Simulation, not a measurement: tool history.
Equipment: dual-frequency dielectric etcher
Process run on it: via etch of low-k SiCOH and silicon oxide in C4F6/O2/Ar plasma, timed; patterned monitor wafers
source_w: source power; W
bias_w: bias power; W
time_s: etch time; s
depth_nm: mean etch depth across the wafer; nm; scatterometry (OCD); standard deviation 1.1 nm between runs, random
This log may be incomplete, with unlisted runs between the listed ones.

run	hour	source_w	bias_w	time_s	depth_nm
1	0	370	188	62.5	171.47
2	0.5	410	193	62.5	180.11
3	8.1	410	193	62.5	180.27
4	11.7	390	193	62.5	175.63
5	13	420	197	62.5	183.75
6	16.2	390	197	62.5	178.76
7	21.6	390	197	62.5	176

Expected results for the next run?
8	26.9	420	201	62.5	?

depth_nm: 186.85 nm
